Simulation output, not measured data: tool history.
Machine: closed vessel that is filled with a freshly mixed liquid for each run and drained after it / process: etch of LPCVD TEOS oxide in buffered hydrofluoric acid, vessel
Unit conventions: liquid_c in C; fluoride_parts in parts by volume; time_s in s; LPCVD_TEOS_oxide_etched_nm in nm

| run | day | liquid_c | fluoride_parts | time_s | LPCVD_TEOS_oxide_etched_nm |
|---|---|---|---|---|---|
| 1 | 0.000 | 23.0 | 17.5 | 100 | 145.38 |
| 2 | 0.242 | 24.5 | 17.5 | 100 | 158.07 |
| 3 | 0.317 | 24.5 | 17.5 | 100 | 158.46 |
| 4 | 0.467 | 25.5 | 17.5 | 100 | 167.15 |
| 5 | 0.696 | 25.5 | 17.5 | 105 | 175.12 |
| 6 | 0.904 | 25.5 | 17.5 | 100 | 167.24 |

Estimate the outcome of run 7 from the log above:
| 7 | 0.942 | 26.0 | 17.5 | 100 | ? |

LPCVD_TEOS_oxide_etched_nm: 170.81 nm
